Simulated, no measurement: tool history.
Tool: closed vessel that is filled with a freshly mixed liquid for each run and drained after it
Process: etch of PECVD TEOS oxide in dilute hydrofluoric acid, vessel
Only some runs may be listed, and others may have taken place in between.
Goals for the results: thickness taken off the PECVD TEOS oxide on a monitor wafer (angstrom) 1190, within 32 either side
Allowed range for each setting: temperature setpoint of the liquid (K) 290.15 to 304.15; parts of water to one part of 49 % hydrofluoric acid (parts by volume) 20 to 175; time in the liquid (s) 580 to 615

run  hour  temperature setpoint of the liquid (K)  parts of water to one part of 49 % hydrofluoric acid (parts by volume)  time in the liquid (s)  thickness taken off the PECVD TEOS oxide on a monitor wafer (angstrom)
  1     0                                  296.15                                                                      95                     580                                                                  768.62
  2   3.1                                  292.65                                                                      95                     580                                                                  673.13
  3   6.1                                  292.65                                                                      95                     580                                                                  671.34
  4   7.9                                  292.65                                                                      60                     580                                                                  1113.2
     10.8  -- thermometer replaced
  5  10.8                                  293.65                                                                      60                     580                                                                  1051.7
  6  11.9                                  294.15                                                                      60                     580                                                                  1076.5
  7  20.9                                  294.65                                                                      60                     580                                                                  1090.9
  8  28.7                                  295.15                                                                      60                     580                                                                  1132.2

Which one of the following 5 next-run settings gets every result inside its allowed miss? There is exactly one.
  A  36.5                                  297.15                                                                      65                     610                                                                       ?
  B  36.5                                  298.65                                                                      70                     590                                                                       ?
  C  36.5                                  294.65                                                                      60                     580                                                                       ?
  D  36.5                                  292.15                                                                      55                     590                                                                       ?
  E  36.5                                  293.65                                                                      60                     590                                                                       ?

move  thickness taken off the PECVD TEOS oxide on a monitor wafer (angstrom)
   A                                                                  1178.8
   B                                                                  1117.4
   C                                                                  1102.4
   D                                                                  1107.6
   E                                                                  1075.5
A: all results in spec
B: lands further from the targets than the last run did
C: lands further from the targets than the last run did
D: lands further from the targets than the last run did
E: lands further from the targets than the last run did
Correct choice: A, which meets every target

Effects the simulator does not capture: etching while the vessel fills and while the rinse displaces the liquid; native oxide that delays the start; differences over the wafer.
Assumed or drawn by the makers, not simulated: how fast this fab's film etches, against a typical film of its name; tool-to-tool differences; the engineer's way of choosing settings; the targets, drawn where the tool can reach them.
